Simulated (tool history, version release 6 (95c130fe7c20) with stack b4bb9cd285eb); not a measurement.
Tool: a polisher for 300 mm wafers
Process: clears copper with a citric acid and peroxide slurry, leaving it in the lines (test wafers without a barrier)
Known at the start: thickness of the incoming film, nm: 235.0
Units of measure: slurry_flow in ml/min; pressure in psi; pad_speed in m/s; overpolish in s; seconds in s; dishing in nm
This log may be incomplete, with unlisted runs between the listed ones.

{"run": 1, "hour": 0.0, "slurry_flow": 240, "pressure": 2, "pad_speed": 1.32, "slurry_solids": 1, "overpolish": 29, "seconds": 148.94, "dishing": 24.531}
{"run": 2, "hour": 7.2, "slurry_flow": 260, "pressure": 2, "pad_speed": 1.32, "slurry_solids": 1, "overpolish": 29, "seconds": 147.55, "dishing": 25.259}
{"run": 3, "hour": 11.2, "slurry_flow": 220, "pressure": 2, "pad_speed": 1.32, "slurry_solids": 1, "overpolish": 29, "seconds": 154.13, "dishing": 24.455}
{"run": 4, "hour": 13.1, "slurry_flow": 270, "pressure": 2, "pad_speed": 1.32, "slurry_solids": 1, "overpolish": 29, "seconds": 148.27, "dishing": 24.834}
{"run": 5, "hour": 14.2, "slurry_flow": 270, "pressure": 2.2, "pad_speed": 1.32, "slurry_solids": 1, "overpolish": 29, "seconds": 136.39, "dishing": 26.004}
{"run": 6, "hour": 17.0, "slurry_flow": 270, "pressure": 1.9, "pad_speed": 1.32, "slurry_solids": 1, "overpolish": 29, "seconds": 153.49, "dishing": 24.255}
{"run": 7, "hour": 19.7, "slurry_flow": 245, "pressure": 1.3, "pad_speed": 0.96, "slurry_solids": 0.95, "overpolish": 35, "seconds": 310.64, "dishing": 16.531}
{"run": 8, "hour": 20.4, "slurry_flow": 195, "pressure": 1, "pad_speed": 0.96, "slurry_solids": 0.95, "overpolish": 40, "seconds": 414.62, "dishing": 15.11}
{"run": 9, "hour": 28.3, "slurry_flow": 210, "pressure": 1, "pad_speed": 0.96, "slurry_solids": 0.95, "overpolish": 40, "seconds": 399.44, "dishing": 14.938}
{"run": 10, "hour": 30.6, "slurry_flow": 220, "pressure": 1, "pad_speed": 0.96, "slurry_solids": 0.95, "overpolish": 40, "seconds": 401.81, "dishing": 15.066}
{"run": 11, "hour": 38.0, "slurry_flow": 230, "pressure": 1, "pad_speed": 0.96, "slurry_solids": 0.95, "overpolish": 40, "seconds": 395.65, "dishing": 15.399}
{"run": 12, "hour": 45.5, "slurry_flow": 240, "pressure": 1, "pad_speed": 0.96, "slurry_solids": 0.95, "overpolish": 40, "seconds": 393.35, "dishing": 15.672}
{"run": 13, "hour": 49.5, "slurry_flow": 245, "pressure": 1, "pad_speed": 0.96, "slurry_solids": 0.95, "overpolish": 39, "seconds": 394.4, "dishing": 15.109}

Run 14 is up next; what results do you expect?
{"run": 14, "hour": 55.6, "slurry_flow": 250, "pressure": 1, "pad_speed": 0.96, "slurry_solids": 0.95, "overpolish": 39, "seconds": "?", "dishing": "?"}

Run 14 produced seconds 394.58 s, dishing 14.78 nm.
